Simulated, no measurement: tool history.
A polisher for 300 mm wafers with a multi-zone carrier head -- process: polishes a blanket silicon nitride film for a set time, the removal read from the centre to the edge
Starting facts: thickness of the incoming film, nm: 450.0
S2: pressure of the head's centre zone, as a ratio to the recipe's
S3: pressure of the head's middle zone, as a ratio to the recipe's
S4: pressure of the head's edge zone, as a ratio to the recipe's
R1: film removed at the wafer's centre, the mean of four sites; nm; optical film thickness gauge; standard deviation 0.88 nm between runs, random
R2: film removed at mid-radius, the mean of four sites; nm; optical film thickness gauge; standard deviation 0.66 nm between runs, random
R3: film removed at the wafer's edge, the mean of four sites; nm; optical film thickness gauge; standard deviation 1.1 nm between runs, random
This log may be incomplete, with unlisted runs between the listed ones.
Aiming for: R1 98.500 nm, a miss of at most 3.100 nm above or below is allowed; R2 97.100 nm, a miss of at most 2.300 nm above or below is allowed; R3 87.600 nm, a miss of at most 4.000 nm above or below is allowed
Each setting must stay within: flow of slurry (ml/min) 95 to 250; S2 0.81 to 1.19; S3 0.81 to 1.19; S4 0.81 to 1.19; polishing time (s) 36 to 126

Run 1, hour 0.0: flow of slurry (ml/min) 160, S2 1.00, S3 1.00, S4 1.00, polishing time (s) 81. Result: R1 164.880 nm, R2 159.710 nm, R3 163.030 nm.
Run 2, hour 4.3: flow of slurry (ml/min) 130, S2 1.00, S3 1.00, S4 1.00, polishing time (s) 81. Result: R1 157.630 nm, R2 156.590 nm, R3 158.170 nm.
Run 3, hour 7.7: flow of slurry (ml/min) 130, S2 1.00, S3 1.00, S4 0.98, polishing time (s) 77. Result: R1 149.240 nm, R2 145.120 nm, R3 146.610 nm.
Run 4, hour 14.8: flow of slurry (ml/min) 125, S2 1.00, S3 1.01, S4 0.96, polishing time (s) 74. Result: R1 142.720 nm, R2 140.580 nm, R3 142.940 nm.
Run 5, hour 19.7: flow of slurry (ml/min) 155, S2 1.00, S3 1.01, S4 0.96, polishing time (s) 74. Result: R1 150.230 nm, R2 146.900 nm, R3 145.960 nm.
Run 6, hour 20.8: flow of slurry (ml/min) 155, S2 1.00, S3 1.01, S4 1.00, polishing time (s) 74. Result: R1 147.630 nm, R2 146.980 nm, R3 152.540 nm.
Run 7, hour 24.7: flow of slurry (ml/min) 145, S2 0.93, S3 0.98, S4 0.90, polishing time (s) 52. Result: R1 95.429 nm, R2 99.492 nm, R3 100.420 nm.
Run 8, hour 30.7: flow of slurry (ml/min) 145, S2 0.94, S3 0.99, S4 0.89, polishing time (s) 51. Result: R1 95.364 nm, R2 97.699 nm, R3 96.874 nm.

Which one of the following 5 next-run settings gets every result inside its allowed miss? There is exactly one.
Run A, hour 36.7: flow of slurry (ml/min) 130, S2 0.90, S3 0.89, S4 1.06, polishing time (s) 56. Result: R1 ?, R2 ?, R3 ?.
Run B, hour 36.7: flow of slurry (ml/min) 140, S2 0.86, S3 0.86, S4 1.00, polishing time (s) 58. Result: R1 ?, R2 ?, R3 ?.
Run C, hour 36.7: flow of slurry (ml/min) 155, S2 0.95, S3 0.96, S4 1.01, polishing time (s) 52. Result: R1 ?, R2 ?, R3 ?.
Run D, hour 36.7: flow of slurry (ml/min) 135, S2 0.92, S3 0.98, S4 0.97, polishing time (s) 53. Result: R1 ?, R2 ?, R3 ?.
Run E, hour 36.7: flow of slurry (ml/min) 145, S2 1.07, S3 1.09, S4 0.87, polishing time (s) 46. Result: R1 ?, R2 ?, R3 ?.

move      R1       R2       R3
   A  97.947   97.794  113.350
   B  98.498   99.939  116.210
   C  99.778   99.978  105.820
   D  95.655  101.070  104.370
   E  98.253   97.262   88.077
A: lands further from the targets than the last run did
B: lands further from the targets than the last run did
C: lands further from the targets than the last run did
D: lands further from the targets than the last run did
E: hits every target within its allowed miss
So the answer is move E, the one that meets all the targets.
